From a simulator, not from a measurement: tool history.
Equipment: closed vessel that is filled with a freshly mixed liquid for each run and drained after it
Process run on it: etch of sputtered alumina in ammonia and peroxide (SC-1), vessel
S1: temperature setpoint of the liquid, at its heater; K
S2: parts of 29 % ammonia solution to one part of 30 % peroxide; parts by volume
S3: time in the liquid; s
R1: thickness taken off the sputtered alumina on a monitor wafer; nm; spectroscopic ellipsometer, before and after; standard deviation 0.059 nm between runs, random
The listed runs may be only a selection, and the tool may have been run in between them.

run	hour	S1	S2	S3	R1
1	0.0	330.15	0.55	165	14.8440
2	9.1	327.65	0.55	165	12.9290
3	17.3	327.65	0.55	95	7.4925
4	19.8	327.65	0.40	95	7.2120
5	23.8	328.65	0.40	95	7.5934
6	30.5	328.65	0.55	95	7.8436
7	37.6	329.15	0.55	95	8.1244
8	42.2	329.15	0.55	95	8.2405
9	45.6	329.65	0.55	95	8.2662
# hour 53.2: thermometer replaced
10	53.2	330.65	0.55	95	8.0143

Predict the results of run 11:
11	60.7	330.65	0.60	95	?

R1: 8.0724 nm

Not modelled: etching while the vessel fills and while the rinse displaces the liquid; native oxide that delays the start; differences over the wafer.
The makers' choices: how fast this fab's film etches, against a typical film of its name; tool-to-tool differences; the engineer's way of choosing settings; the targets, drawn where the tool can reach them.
